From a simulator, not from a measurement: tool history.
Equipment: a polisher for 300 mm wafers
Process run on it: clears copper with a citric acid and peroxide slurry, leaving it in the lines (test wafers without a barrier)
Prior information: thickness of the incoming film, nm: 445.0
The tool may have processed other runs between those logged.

run    day  flow of slurry (ml/min)  pressure of the wafer on the pad (kPa)  speed of the pad under the wafer (cm/s)  abrasive content of the slurry  overpolish time after the end point (s)  time until the end point was called (s)  dishing of a wide line in a test structure (Å)
  1  0.000                      220                                    24.8                                      142                            1.00                                       18                                  126.600                                          442.79
  2  0.167                      265                                    24.8                                      142                            1.00                                       18                                  127.240                                          436.95
  3  0.329                      265                                    24.8                                      142                            1.15                                       18                                  124.400                                          467.88
  4  0.600                      265                                    24.8                                      122                            1.15                                       18                                  144.060                                          401.91
  5  0.771                      265                                    26.2                                      130                            1.15                                       19                                  127.320                                          465.73
  6  0.979                      265                                    20.0                                      130                            1.15                                       19                                  166.750                                          370.96
  7  1.212                      265                                    22.8                                      136                            1.15                                       20                                  137.550                                          445.53
  8  1.412                      265                                    24.8                                      140                            1.15                                       21                                  124.690                                          496.99
  9  1.612                      265                                    26.2                                      144                            1.15                                       22                                  114.980                                          562.29
 10  1.775                      265                                    27.6                                      148                            1.15                                       23                                  104.110                                          619.82

Forecast run 11:
 11  2.033                      265                                    29.0                                      150                            1.15                                       24                                        ?                                               ?

Run 11 yielded time until the end point was called (s) 98.367, dishing of a wide line in a test structure (Å) 651.46.
